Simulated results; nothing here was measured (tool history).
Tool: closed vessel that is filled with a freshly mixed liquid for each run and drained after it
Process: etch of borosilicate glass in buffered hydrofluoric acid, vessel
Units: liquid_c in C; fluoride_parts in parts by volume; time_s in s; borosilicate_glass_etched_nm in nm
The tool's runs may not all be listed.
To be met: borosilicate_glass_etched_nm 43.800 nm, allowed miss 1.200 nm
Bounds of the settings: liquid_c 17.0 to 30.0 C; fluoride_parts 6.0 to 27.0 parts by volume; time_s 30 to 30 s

run  hour  liquid_c  fluoride_parts  time_s  borosilicate_glass_etched_nm
  1   0.0      22.0            16.5      30                        18.358
  2   1.5      24.0            14.5      30                        23.169
  3   4.5      27.5            14.5      30                        28.089
  4   5.3      26.0            14.5      30                        25.909
  5  12.6      26.0            18.0      30                        21.041
  6  14.3      26.0            22.0      30                        18.062
  7  20.0      30.0            17.0      30                        27.711
  8  22.8      30.0            14.5      30                        32.264
  9  28.9      30.0            13.0      30                        35.463
 10  31.7      30.0            12.0      30                        38.590
 11  39.3      30.0            11.5      30                        40.386
 12  44.3      30.0            11.0      30                        41.910
     47.8  -- hydrofluoric acid flow meter replaced
 13  47.8      30.0            10.5      30                        46.871

4 next moves are on the table. One of them brings every result within its allowed miss. Which?
  A  51.3      30.0            12.0      30                             ?
  B  51.3      29.5             9.0      30                             ?
  C  51.3      27.0             8.5      30                             ?
  D  51.3      26.5             9.0      30                             ?

move  borosilicate_glass_etched_nm
   A                        40.801
   B                        50.890
   C                        47.580
   D                        43.520
A: takes the result that was furthest off past its target
B: further off than the last run
C: further off than the last run
D: meets every target
Answer: D
